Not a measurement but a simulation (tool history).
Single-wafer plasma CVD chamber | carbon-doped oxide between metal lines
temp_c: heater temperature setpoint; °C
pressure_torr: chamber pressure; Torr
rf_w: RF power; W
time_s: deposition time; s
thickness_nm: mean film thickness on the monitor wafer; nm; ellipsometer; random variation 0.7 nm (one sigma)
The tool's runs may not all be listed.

| run | day | temp_c | pressure_torr | rf_w | time_s | thickness_nm |
|---|---|---|---|---|---|---|
| 1 | 0.000 | 365 | 4.44 | 655 | 18.6 | 113.45 |
| 2 | 0.142 | 365 | 3.88 | 655 | 18.6 | 111.94 |
| 3 | 0.254 | 365 | 3.42 | 655 | 18.6 | 109.86 |
| 4 | 0.542 | 363 | 3.79 | 685 | 18.6 | 115.03 |
| 5 | 0.904 | 363 | 3.79 | 685 | 18.6 | 115.88 |
| 6 | 0.979 | 363 | 3.51 | 685 | 18.6 | 114.51 |
| 7 | 1.042 | 361 | 3.75 | 705 | 18.6 | 117.03 |

Forecast run 8:
| 8 | 1.400 | 360 | 3.92 | 730 | 18.6 | ? |

thickness_nm: 121.20 nm
